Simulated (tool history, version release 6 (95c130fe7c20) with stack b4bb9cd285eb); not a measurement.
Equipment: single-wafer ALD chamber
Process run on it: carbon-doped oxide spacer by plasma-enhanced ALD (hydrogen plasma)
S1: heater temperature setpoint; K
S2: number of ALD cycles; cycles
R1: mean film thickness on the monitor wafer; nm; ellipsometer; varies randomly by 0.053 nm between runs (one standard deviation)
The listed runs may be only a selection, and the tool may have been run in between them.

| run | hour | S1 | S2 | R1 |
|---|---|---|---|---|
| 1 | 0.0 | 688.15 | 547 | 26.637 |
| 2 | 9.3 | 696.15 | 547 | 25.952 |
| 3 | 18.5 | 696.15 | 607 | 28.950 |
| 4 | 22.9 | 696.15 | 564 | 26.792 |
| 5 | 25.7 | 704.15 | 564 | 26.440 |
| 6 | 34.5 | 705.15 | 551 | 25.594 |
| 7 | 42.0 | 706.15 | 541 | 25.027 |
| 8 | 49.2 | 707.15 | 532 | 24.656 |
| 9 | 51.5 | 707.15 | 524 | 24.179 |
| 10 | 61.3 | 707.15 | 517 | 23.856 |
| 11 | 65.2 | 712.15 | 452 | 20.560 |

Predict the results of run 12:
| 12 | 70.9 | 711.15 | 453 | ? |

Run 12 measured R1 20.721 nm.
